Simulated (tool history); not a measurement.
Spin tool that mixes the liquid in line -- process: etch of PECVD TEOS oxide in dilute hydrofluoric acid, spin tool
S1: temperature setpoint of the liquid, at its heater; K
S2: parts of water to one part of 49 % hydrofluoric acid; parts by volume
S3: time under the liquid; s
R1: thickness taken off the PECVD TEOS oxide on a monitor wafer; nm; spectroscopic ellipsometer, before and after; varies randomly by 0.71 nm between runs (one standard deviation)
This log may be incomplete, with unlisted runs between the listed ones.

| run | hour | S1 | S2 | S3 | R1 |
|---|---|---|---|---|---|
| 1 | 0 | 293.15 | 85 | 205 | 30.818 |
| 2 | 3.9 | 294.15 | 80 | 205 | 33.628 |
| 3 | 11.1 | 295.15 | 75 | 205 | 38.646 |
| 4 | 16.2 | 295.15 | 60 | 205 | 49.771 |
| 5 | 22.4 | 295.15 | 60 | 205 | 48.728 |
| 6 | 26.5 | 295.15 | 80 | 205 | 35.495 |
| 7 | 27.3 | 296.15 | 75 | 205 | 39.455 |
| 8 | 35.5 | 296.65 | 70 | 205 | 44.375 |
| 9 | 36.3 | 297.15 | 65 | 205 | 48.472 |

Forecast run 10:
| 10 | 43.1 | 297.65 | 60 | 205 | ? |

R1: 53.431 nm
